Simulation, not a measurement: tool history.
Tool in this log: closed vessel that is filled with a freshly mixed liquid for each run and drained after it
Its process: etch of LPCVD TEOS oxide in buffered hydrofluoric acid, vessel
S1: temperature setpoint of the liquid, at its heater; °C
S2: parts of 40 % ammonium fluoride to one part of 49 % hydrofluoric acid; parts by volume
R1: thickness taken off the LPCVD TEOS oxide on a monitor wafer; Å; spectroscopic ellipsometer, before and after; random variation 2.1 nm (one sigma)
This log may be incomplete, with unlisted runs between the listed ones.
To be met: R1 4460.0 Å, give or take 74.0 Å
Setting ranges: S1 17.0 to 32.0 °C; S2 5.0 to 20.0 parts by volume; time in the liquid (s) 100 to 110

Run 1, hour 0.0: S1 25.0 °C, S2 12.0 parts by volume, time in the liquid (s) 100. Result: R1 2458.6 Å.
Run 2, hour 8.8: S1 22.0 °C, S2 12.0 parts by volume, time in the liquid (s) 100. Result: R1 2077.6 Å.
Run 3, hour 13.4: S1 25.0 °C, S2 12.0 parts by volume, time in the liquid (s) 100. Result: R1 2422.2 Å.
Run 4, hour 20.0: S1 25.0 °C, S2 13.5 parts by volume, time in the liquid (s) 100. Result: R1 2175.6 Å.
Run 5, hour 21.5: S1 22.0 °C, S2 13.5 parts by volume, time in the liquid (s) 100. Result: R1 1860.8 Å.
Run 6, hour 28.4: S1 19.0 °C, S2 13.5 parts by volume, time in the liquid (s) 100. Result: R1 1569.3 Å.
Run 7, hour 31.8: S1 21.5 °C, S2 12.5 parts by volume, time in the liquid (s) 100. Result: R1 1942.9 Å.
Run 8, hour 40.9: S1 23.5 °C, S2 12.0 parts by volume, time in the liquid (s) 100. Result: R1 2257.0 Å.
Run 9, hour 48.2: S1 25.0 °C, S2 11.5 parts by volume, time in the liquid (s) 100. Result: R1 2553.6 Å.
Run 10, hour 50.8: S1 26.5 °C, S2 11.0 parts by volume, time in the liquid (s) 100. Result: R1 2874.6 Å.
Run 11, hour 55.1: S1 27.5 °C, S2 10.5 parts by volume, time in the liquid (s) 100. Result: R1 3190.0 Å.
Run 12, hour 63.9: S1 28.5 °C, S2 10.5 parts by volume, time in the liquid (s) 100. Result: R1 3380.7 Å.
Run 13, hour 65.3: S1 29.0 °C, S2 10.5 parts by volume, time in the liquid (s) 100. Result: R1 3450.0 Å.
Run 14, hour 74.6: S1 29.5 °C, S2 10.5 parts by volume, time in the liquid (s) 100. Result: R1 3519.9 Å.
Run 15, hour 75.4: S1 30.0 °C, S2 10.0 parts by volume, time in the liquid (s) 100. Result: R1 3833.4 Å.
Run 16, hour 84.0: S1 30.5 °C, S2 10.0 parts by volume, time in the liquid (s) 100. Result: R1 3919.9 Å.
Run 17, hour 88.3: S1 31.0 °C, S2 10.0 parts by volume, time in the liquid (s) 100. Result: R1 3980.0 Å.
Run 18, hour 96.6: S1 31.5 °C, S2 9.5 parts by volume, time in the liquid (s) 100. Result: R1 4266.2 Å.
Run 19, hour 100.2: S1 32.0 °C, S2 9.5 parts by volume, time in the liquid (s) 100. Result: R1 4376.4 Å.

Which single option among these 5 for the next run brings every result within its allowed miss of target? Just one does.
Run A, hour 103.8: S1 29.5 °C, S2 9.5 parts by volume, time in the liquid (s) 110. Result: R1 ?.
Run B, hour 103.8: S1 32.0 °C, S2 10.5 parts by volume, time in the liquid (s) 105. Result: R1 ?.
Run C, hour 103.8: S1 31.5 °C, S2 10.0 parts by volume, time in the liquid (s) 105. Result: R1 ?.
Run D, hour 103.8: S1 32.0 °C, S2 10.5 parts by volume, time in the liquid (s) 110. Result: R1 ?.
Run E, hour 103.8: S1 32.0 °C, S2 10.0 parts by volume, time in the liquid (s) 100. Result: R1 ?.

move      R1
   A  4227.5
   B  4245.8
   C  4337.8
   D  4448.0
   E  4239.8
A: its largest miss is bigger than the last run's
B: its largest miss is bigger than the last run's
C: its largest miss is bigger than the last run's
D: every result within its allowed miss
E: its largest miss is bigger than the last run's
So the answer is move D, the one that meets all the targets.
